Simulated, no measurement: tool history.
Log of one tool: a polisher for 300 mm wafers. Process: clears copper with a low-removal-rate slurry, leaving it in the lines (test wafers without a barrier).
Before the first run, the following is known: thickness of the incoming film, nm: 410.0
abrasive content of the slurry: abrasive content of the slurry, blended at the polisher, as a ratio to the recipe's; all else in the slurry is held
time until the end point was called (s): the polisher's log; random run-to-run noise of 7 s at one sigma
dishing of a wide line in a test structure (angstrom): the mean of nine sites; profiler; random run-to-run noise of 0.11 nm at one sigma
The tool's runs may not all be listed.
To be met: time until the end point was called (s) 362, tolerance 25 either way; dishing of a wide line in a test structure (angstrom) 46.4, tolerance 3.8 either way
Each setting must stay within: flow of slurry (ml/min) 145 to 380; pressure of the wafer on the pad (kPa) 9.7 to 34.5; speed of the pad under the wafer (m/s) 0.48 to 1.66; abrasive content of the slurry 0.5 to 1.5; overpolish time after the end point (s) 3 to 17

run	hour	flow of slurry (ml/min)	pressure of the wafer on the pad (kPa)	speed of the pad under the wafer (m/s)	abrasive content of the slurry	overpolish time after the end point (s)	time until the end point was called (s)	dishing of a wide line in a test structure (angstrom)
1	0	245	22.1	1.06	1	9	138.79	190.19
2	5.3	245	16.5	1.06	1	9	181.46	146.82
3	10.6	245	22.1	1.06	1	9	139.27	196.1
4	17.9	225	22.1	1.06	1	9	139.96	190.66
5	24.7	225	22.1	1.06	1	6	141.69	134.9
6	31.7	225	22.1	1.06	0.9	6	144.33	136.1
7	37.6	225	19.3	0.96	0.9	5	171.12	91.546
8	42.9	220	16.5	0.84	0.9	6	219	88.843
9	44	220	15.2	0.76	0.9	6	256.46	77.856
10	45.7	220	13.8	0.72	0.9	6	281.43	71.045
11	49	220	13.8	0.72	0.9	6	287.96	73.179
12	56.9	220	13.1	0.7	0.9	5	286.93	54.88
13	65.9	220	12.4	0.68	0.9	5	317.48	52.311

5 candidate next runs follow, results not yet known. Just one meets every target within its allowed miss. Identify it.
A	74.9	300	13.8	0.72	0.95	4	?	?
B	74.9	225	11.7	1.02	1.05	4	?	?
C	74.9	220	15.2	0.48	1.05	5	?	?
D	74.9	170	10.3	0.82	0.9	5	?	?
E	74.9	145	11.7	0.48	0.7	5	?	?

move	time until the end point was called (s)	dishing of a wide line in a test structure (angstrom)
A	267.02	48.554
B	254.55	50.766
C	300.92	53.712
D	348.11	46.486
E	437.75	37.267
A: the biggest miss grows against the last run
B: the biggest miss grows against the last run
C: the biggest miss grows against the last run
D: every result within its allowed miss
E: moves the result that the last run missed by most past its target, out the other side
D meets every target.

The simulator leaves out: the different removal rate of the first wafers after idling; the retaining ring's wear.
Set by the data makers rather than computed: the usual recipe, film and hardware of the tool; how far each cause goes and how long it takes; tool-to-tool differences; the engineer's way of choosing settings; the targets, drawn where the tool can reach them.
